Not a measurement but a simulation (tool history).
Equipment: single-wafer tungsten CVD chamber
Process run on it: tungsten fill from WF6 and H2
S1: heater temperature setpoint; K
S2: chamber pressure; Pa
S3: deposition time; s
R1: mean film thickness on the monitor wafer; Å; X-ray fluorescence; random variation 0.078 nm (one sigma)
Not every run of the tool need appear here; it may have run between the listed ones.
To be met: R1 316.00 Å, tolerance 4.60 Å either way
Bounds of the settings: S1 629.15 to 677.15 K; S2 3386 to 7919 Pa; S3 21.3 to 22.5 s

run 1 hour=0.0 | S1=653.15 S2=5653 S3=22.5 | R1=459.14
run 2 hour=4.8 | S1=649.15 S2=5640 S3=22.5 | R1=415.92
run 3 hour=10.3 | S1=646.15 S2=5640 S3=22.5 | R1=386.08
run 4 hour=13.4 | S1=646.15 S2=6413 S3=22.5 | R1=408.26
run 5 hour=15.5 | S1=646.15 S2=6413 S3=22.5 | R1=408.02
run 6 hour=18.8 | S1=652.15 S2=6413 S3=22.5 | R1=473.55
run 7 hour=21.0 | S1=648.15 S2=6399 S3=22.5 | R1=429.88
run 8 hour=23.9 | S1=645.15 S2=6386 S3=22.5 | R1=399.81
run 9 hour=27.6 | S1=643.15 S2=6386 S3=22.5 | R1=382.02
run 10 hour=32.5 | S1=641.15 S2=6386 S3=22.5 | R1=360.28
run 11 hour=34.7 | S1=640.15 S2=6386 S3=22.5 | R1=352.59
run 12 hour=38.1 | S1=634.15 S2=6373 S3=22.5 | R1=303.12

Exercise: of the 5 proposed moves below, exactly one satisfies all targets within the stated allowed misses. Which move is it?
run A hour=41.5 | S1=636.15 S2=7053 S3=22.2 | R1=?
run B hour=41.5 | S1=634.15 S2=6439 S3=22.5 | R1=?
run C hour=41.5 | S1=633.15 S2=7479 S3=22.4 | R1=?
run D hour=41.5 | S1=637.15 S2=6773 S3=22.3 | R1=?
run E hour=41.5 | S1=637.15 S2=6293 S3=22.5 | R1=?

move=A R1=330.22
move=B R1=305.81
move=C R1=316.56
move=D R1=334.31
move=E R1=326.68
A: takes the result that was furthest off past its target
B: gains on the last run, yet a result remains outside its allowed miss
C: every result within its allowed miss
D: takes the result that was furthest off past its target
E: takes the result that was furthest off past its target
The move that meets every target is C.
